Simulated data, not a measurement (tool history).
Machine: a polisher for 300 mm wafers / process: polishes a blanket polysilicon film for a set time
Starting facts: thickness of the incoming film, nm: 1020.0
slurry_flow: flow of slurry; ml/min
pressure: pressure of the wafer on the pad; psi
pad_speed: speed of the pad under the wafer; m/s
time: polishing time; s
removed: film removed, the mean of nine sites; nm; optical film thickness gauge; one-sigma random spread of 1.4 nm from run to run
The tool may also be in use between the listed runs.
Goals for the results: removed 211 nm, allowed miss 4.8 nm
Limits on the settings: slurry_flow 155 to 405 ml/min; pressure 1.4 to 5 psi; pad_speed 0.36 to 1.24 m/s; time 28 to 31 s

{"run": 1, "hour": 0.0, "slurry_flow": 260, "pressure": 3.2, "pad_speed": 0.8, "time": 31, "removed": 252.33}
{"run": 2, "hour": 2.8, "slurry_flow": 260, "pressure": 3.1, "pad_speed": 0.8, "time": 31, "removed": 245.62}
{"run": 3, "hour": 10.8, "slurry_flow": 260, "pressure": 3, "pad_speed": 0.8, "time": 31, "removed": 237.72}
{"run": 4, "hour": 14.5, "slurry_flow": 310, "pressure": 3, "pad_speed": 0.8, "time": 31, "removed": 239.04}
{"run": 5, "hour": 16.1, "slurry_flow": 345, "pressure": 3, "pad_speed": 0.8, "time": 31, "removed": 241.06}
{"run": 6, "hour": 23.2, "slurry_flow": 305, "pressure": 3, "pad_speed": 0.8, "time": 31, "removed": 239.79}
{"run": 7, "hour": 25.9, "slurry_flow": 305, "pressure": 2.9, "pad_speed": 0.8, "time": 31, "removed": 232.86}
{"run": 8, "hour": 31.8, "slurry_flow": 305, "pressure": 2.7, "pad_speed": 0.8, "time": 31, "removed": 214.45}
{"run": 9, "hour": 38.0, "slurry_flow": 295, "pressure": 2.7, "pad_speed": 0.8, "time": 31, "removed": 214.89}

Exactly one of the 4 candidate moves below puts every result within its allowed miss. Which one?
{"run": "A", "hour": 44.2, "slurry_flow": 310, "pressure": 2.6, "pad_speed": 0.8, "time": 31, "removed": "?"}
{"run": "B", "hour": 44.2, "slurry_flow": 285, "pressure": 3.4, "pad_speed": 0.72, "time": 28, "removed": "?"}
{"run": "C", "hour": 44.2, "slurry_flow": 290, "pressure": 2.8, "pad_speed": 0.88, "time": 28, "removed": "?"}
{"run": "D", "hour": 44.2, "slurry_flow": 235, "pressure": 3.6, "pad_speed": 0.7, "time": 28, "removed": "?"}

move=A removed=208.45
move=B removed=221.06
move=C removed=219.32
move=D removed=224.94
A: all results land within tolerance of their targets
B: moves away from the targets compared with the last run
C: moves away from the targets compared with the last run
D: moves away from the targets compared with the last run
A is the move that brings every result within its allowed miss.

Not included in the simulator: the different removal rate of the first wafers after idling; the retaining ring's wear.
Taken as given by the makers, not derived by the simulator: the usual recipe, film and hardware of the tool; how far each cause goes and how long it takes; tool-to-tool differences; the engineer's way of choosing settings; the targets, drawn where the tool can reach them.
